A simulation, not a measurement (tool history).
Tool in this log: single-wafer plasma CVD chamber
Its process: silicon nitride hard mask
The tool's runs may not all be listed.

run,day,heater temperature setpoint (°C),chamber pressure (mTorr),RF power (W),deposition time (s),mean film thickness on the monitor wafer (Å)
1,0.000,405,1510,255,71.8,672.62
2,0.158,405,1600,260,71.9,695.65
3,0.467,399,1600,260,71.9,692.26
4,0.579,403,1600,260,71.9,701.72
5,0.729,403,1600,260,71.8,695.04
6,1.046,403,1600,285,71.8,742.98
7,1.400,403,1900,300,71.9,807.98
8,1.571,403,1930,300,71.9,817.48
9,1.921,403,1950,300,71.9,816.21

Forecast run 10:
# day 2.275: capacitance manometer re-zeroed and calibrated
10,2.275,403,1970,300,71.9,?

mean film thickness on the monitor wafer (Å): 809.22
